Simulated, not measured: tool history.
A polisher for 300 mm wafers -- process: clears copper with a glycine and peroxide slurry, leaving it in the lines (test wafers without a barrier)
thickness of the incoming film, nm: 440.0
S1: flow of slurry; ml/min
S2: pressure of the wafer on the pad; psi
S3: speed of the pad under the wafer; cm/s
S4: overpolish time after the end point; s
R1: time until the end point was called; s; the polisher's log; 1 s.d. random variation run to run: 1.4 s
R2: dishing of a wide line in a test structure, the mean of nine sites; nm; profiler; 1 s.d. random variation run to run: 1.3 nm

run	day	S1	S2	S3	S4	R1	R2
1	0.000	300	3.3	88	27	70.731	91.394
2	0.275	300	2.9	88	27	76.707	83.704
3	0.504	300	2.9	88	20	76.655	68.955
4	0.779	300	2.9	66	20	96.754	57.454
5	1.088	300	2.9	66	29	96.850	77.560
6	1.338	300	2.3	66	29	116.960	65.397
7	1.479	300	2.6	66	31	105.240	75.432

Estimate the outcome of run 8 from the log above:
8	1.717	300	3.4	62	39	?	?

For run 8 the tool returned R1 91.090 s, R2 98.880 nm.
